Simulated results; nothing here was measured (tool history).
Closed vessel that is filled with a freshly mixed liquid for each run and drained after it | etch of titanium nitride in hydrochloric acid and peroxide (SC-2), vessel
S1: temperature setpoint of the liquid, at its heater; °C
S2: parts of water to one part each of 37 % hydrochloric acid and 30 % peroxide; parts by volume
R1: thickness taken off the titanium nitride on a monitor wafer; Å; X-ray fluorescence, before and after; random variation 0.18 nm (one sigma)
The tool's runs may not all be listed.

Run 1, hour 0.0: S1 48.0 °C, S2 9 parts by volume, time in the liquid (s) 1560. Result: R1 474.66 Å.
Run 2, hour 1.4: S1 42.0 °C, S2 9 parts by volume, time in the liquid (s) 1560. Result: R1 309.86 Å.
Run 3, hour 10.1: S1 48.0 °C, S2 9 parts by volume, time in the liquid (s) 1560. Result: R1 474.05 Å.
Run 4, hour 15.1: S1 45.5 °C, S2 9 parts by volume, time in the liquid (s) 1560. Result: R1 403.65 Å.
Run 5, hour 17.1: S1 52.5 °C, S2 9 parts by volume, time in the liquid (s) 1560. Result: R1 637.84 Å.
Run 6, hour 19.0: S1 49.0 °C, S2 9 parts by volume, time in the liquid (s) 1560. Result: R1 510.44 Å.

The next listed run, before its measurement:
Run 7, hour 23.7: S1 46.5 °C, S2 9 parts by volume, time in the liquid (s) 1560. Result: R1 ?.

R1: 432.66 Å

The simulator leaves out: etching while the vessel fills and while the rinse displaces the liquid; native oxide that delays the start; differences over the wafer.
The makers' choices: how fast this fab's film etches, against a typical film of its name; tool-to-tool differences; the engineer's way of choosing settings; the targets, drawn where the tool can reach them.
